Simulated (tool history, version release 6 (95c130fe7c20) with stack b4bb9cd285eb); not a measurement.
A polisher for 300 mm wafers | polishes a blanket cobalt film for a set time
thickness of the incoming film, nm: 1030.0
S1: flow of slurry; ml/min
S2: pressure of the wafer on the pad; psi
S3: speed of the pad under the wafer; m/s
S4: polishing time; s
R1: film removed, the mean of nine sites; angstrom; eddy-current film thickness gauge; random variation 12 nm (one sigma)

Run 1, hour 0: S1 290 ml/min, S2 1.8 psi, S3 1 m/s, S4 116 s. Result: R1 5085.7 angstrom.
Run 2, hour 8.9: S1 290 ml/min, S2 1.5 psi, S3 1 m/s, S4 116 s. Result: R1 4194.5 angstrom.
Run 3, hour 9.5: S1 330 ml/min, S2 1.5 psi, S3 1 m/s, S4 116 s. Result: R1 4372.3 angstrom.
Run 4, hour 10.7: S1 330 ml/min, S2 1.5 psi, S3 1 m/s, S4 122 s. Result: R1 4646.7 angstrom.
Run 5, hour 18: S1 330 ml/min, S2 1.7 psi, S3 1 m/s, S4 122 s. Result: R1 5052.7 angstrom.
Run 6, hour 18.9: S1 330 ml/min, S2 1.9 psi, S3 1.02 m/s, S4 122 s. Result: R1 5763.5 angstrom.
Run 7, hour 27: S1 330 ml/min, S2 1.9 psi, S3 1.02 m/s, S4 122 s. Result: R1 5782.6 angstrom.
Run 8, hour 32.6: S1 330 ml/min, S2 2.1 psi, S3 1.02 m/s, S4 122 s. Result: R1 6460.9 angstrom.
Run 9, hour 33.9: S1 330 ml/min, S2 2.2 psi, S3 1.02 m/s, S4 122 s. Result: R1 6712 angstrom.

Forecast run 10:
Run 10, hour 38.7: S1 330 ml/min, S2 2.7 psi, S3 1.06 m/s, S4 122 s. Result: R1 ?.

Run 10 gave R1 8495.2 angstrom.

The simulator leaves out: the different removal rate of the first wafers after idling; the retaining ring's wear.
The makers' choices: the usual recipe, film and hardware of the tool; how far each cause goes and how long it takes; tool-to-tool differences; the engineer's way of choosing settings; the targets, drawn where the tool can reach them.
